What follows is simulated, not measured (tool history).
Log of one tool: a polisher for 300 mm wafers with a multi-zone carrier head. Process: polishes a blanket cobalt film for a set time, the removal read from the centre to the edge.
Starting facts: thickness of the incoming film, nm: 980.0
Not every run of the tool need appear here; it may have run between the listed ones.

run	hour	flow of slurry (ml/min)	pressure of the head's centre zone	pressure of the head's middle zone	pressure of the head's edge zone	polishing time (s)	film removed at the wafer's centre (angstrom)	film removed at mid-radius (angstrom)	film removed at the wafer's edge (angstrom)
1	0.0	270	1.00	1.00	1.00	63	2816.2	2802.0	2844.6
2	6.9	280	1.02	1.01	1.02	63	2885.9	2826.7	2903.5
3	12.0	240	1.02	1.01	1.02	63	2816.1	2841.4	2850.6
4	15.9	290	1.02	1.01	1.02	63	2905.5	2821.5	2876.7
5	18.3	290	0.96	1.01	1.02	63	2721.1	2867.2	2929.3
6	21.7	295	0.98	1.02	1.03	63	2783.5	2912.6	2905.0
7	29.7	300	1.00	1.02	1.04	64	2875.4	2936.2	2990.9

Predict the results of run 8:
8	32.9	305	1.02	1.02	1.05	64	?	?	?

{"run 8": {"film removed at the wafer's centre (angstrom)": 2969.9, "film removed at mid-radius (angstrom)": 2943.5, "film removed at the wafer's edge (angstrom)": 2980.7}}

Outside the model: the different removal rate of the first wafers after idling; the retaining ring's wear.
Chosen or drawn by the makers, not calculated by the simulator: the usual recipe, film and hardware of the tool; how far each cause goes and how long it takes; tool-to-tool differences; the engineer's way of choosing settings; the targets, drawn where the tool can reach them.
